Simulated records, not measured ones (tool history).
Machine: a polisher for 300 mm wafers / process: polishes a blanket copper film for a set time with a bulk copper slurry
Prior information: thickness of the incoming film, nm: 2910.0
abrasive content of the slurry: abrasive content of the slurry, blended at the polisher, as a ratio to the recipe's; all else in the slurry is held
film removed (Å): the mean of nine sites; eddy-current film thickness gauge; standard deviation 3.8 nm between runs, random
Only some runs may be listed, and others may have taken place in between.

| run | hour | flow of slurry (ml/min) | pressure of the wafer on the pad (psi) | speed of the pad under the wafer (m/s) | abrasive content of the slurry | polishing time (s) | film removed (Å) |
|---|---|---|---|---|---|---|---|
| 1 | 0 | 280 | 3.1 | 1.4 | 1 | 31 | 4118.6 |
| 2 | 0.9 | 280 | 2.9 | 1.4 | 1 | 31 | 3860.5 |
| 3 | 8.8 | 280 | 2.9 | 1.74 | 1 | 31 | 4774.9 |
| 4 | 17.5 | 280 | 3.3 | 1.74 | 1 | 31 | 5282.1 |
| 5 | 22.3 | 280 | 2.7 | 1.74 | 1 | 31 | 4583.3 |
| 6 | 30 | 280 | 2.7 | 1.74 | 0.85 | 31 | 4379.9 |

For run 7, what comes out?
| 7 | 33.9 | 280 | 2.6 | 1.74 | 0.85 | 31 | ? |

film removed (Å): 4333.6

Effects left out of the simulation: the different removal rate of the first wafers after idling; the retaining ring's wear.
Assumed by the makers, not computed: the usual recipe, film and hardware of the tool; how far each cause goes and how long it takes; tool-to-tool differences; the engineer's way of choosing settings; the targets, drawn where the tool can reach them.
